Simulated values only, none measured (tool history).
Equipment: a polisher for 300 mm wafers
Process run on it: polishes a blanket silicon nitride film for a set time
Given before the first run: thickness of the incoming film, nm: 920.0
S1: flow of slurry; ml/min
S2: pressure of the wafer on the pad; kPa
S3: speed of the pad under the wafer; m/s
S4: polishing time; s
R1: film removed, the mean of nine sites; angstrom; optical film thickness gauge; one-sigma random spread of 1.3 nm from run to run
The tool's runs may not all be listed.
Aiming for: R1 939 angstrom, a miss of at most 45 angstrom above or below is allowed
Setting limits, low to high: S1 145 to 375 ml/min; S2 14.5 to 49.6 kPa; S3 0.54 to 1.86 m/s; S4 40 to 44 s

Run 1, hour 0: S1 240 ml/min, S2 31.7 kPa, S3 1.18 m/s, S4 44 s. Result: R1 1174.2 angstrom.
Run 2, hour 2.3: S1 280 ml/min, S2 31.7 kPa, S3 1.18 m/s, S4 44 s. Result: R1 1179.7 angstrom.
Run 3, hour 8.6: S1 280 ml/min, S2 29.6 kPa, S3 1.18 m/s, S4 44 s. Result: R1 1106.8 angstrom.
Run 4, hour 15.3: S1 280 ml/min, S2 36.5 kPa, S3 1.18 m/s, S4 44 s. Result: R1 1366.1 angstrom.
Run 5, hour 24.2: S1 280 ml/min, S2 33.1 kPa, S3 1.16 m/s, S4 44 s. Result: R1 1188.1 angstrom.
Run 6, hour 31.9: S1 230 ml/min, S2 33.1 kPa, S3 1.16 m/s, S4 44 s. Result: R1 1225.7 angstrom.
Run 7, hour 34.8: S1 230 ml/min, S2 31 kPa, S3 1.16 m/s, S4 44 s. Result: R1 1104.2 angstrom.
Run 8, hour 42.9: S1 230 ml/min, S2 29.6 kPa, S3 1.16 m/s, S4 44 s. Result: R1 1082.7 angstrom.
Run 9, hour 51.9: S1 230 ml/min, S2 28.3 kPa, S3 1.16 m/s, S4 44 s. Result: R1 1030.6 angstrom.
Run 10, hour 53.8: S1 230 ml/min, S2 27.6 kPa, S3 1.16 m/s, S4 44 s. Result: R1 992.82 angstrom.

Of the 4 settings listed for the next run, only one would bring every result within its allowed miss of target. Which one?
Run A, hour 55.7: S1 225 ml/min, S2 24.1 kPa, S3 1.04 m/s, S4 44 s. Result: R1 ?.
Run B, hour 55.7: S1 195 ml/min, S2 27.6 kPa, S3 1.36 m/s, S4 44 s. Result: R1 ?.
Run C, hour 55.7: S1 255 ml/min, S2 20.7 kPa, S3 1.28 m/s, S4 43 s. Result: R1 ?.
Run D, hour 55.7: S1 200 ml/min, S2 29.6 kPa, S3 1.02 m/s, S4 44 s. Result: R1 ?.

move      R1
   A   808.7
   B  1119.9
   C  817.78
   D  955.27
A: takes the biggest miss from the last run beyond its target
B: its largest miss is bigger than the last run's
C: takes the biggest miss from the last run beyond its target
D: hits every target within its allowed miss
The right move is D.
